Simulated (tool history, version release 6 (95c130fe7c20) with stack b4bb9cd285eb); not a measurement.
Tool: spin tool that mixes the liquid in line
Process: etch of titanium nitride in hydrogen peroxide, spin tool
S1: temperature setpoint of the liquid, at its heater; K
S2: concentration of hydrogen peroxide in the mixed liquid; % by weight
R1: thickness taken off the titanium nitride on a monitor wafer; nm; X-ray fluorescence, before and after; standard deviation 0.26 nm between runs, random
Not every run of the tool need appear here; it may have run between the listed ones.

Run 1, hour 0.0: S1 330.15 K, S2 20.0 % by weight, time under the liquid (s) 275. Result: R1 21.039 nm.
Run 2, hour 8.5: S1 332.65 K, S2 20.0 % by weight, time under the liquid (s) 275. Result: R1 25.124 nm.
Run 3, hour 9.3: S1 332.65 K, S2 20.0 % by weight, time under the liquid (s) 275. Result: R1 25.178 nm.
Run 4, hour 11.2: S1 334.65 K, S2 20.0 % by weight, time under the liquid (s) 275. Result: R1 28.416 nm.
Run 5, hour 16.7: S1 336.15 K, S2 20.0 % by weight, time under the liquid (s) 275. Result: R1 31.563 nm.
Run 6, hour 18.3: S1 336.15 K, S2 20.0 % by weight, time under the liquid (s) 295. Result: R1 34.148 nm.
Run 7, hour 22.1: S1 336.65 K, S2 20.0 % by weight, time under the liquid (s) 295. Result: R1 34.882 nm.

Run 8 has not been measured yet. What should we expect?
Run 8, hour 29.0: S1 337.15 K, S2 20.0 % by weight, time under the liquid (s) 295. Result: R1 ?.

R1: 36.320 nm

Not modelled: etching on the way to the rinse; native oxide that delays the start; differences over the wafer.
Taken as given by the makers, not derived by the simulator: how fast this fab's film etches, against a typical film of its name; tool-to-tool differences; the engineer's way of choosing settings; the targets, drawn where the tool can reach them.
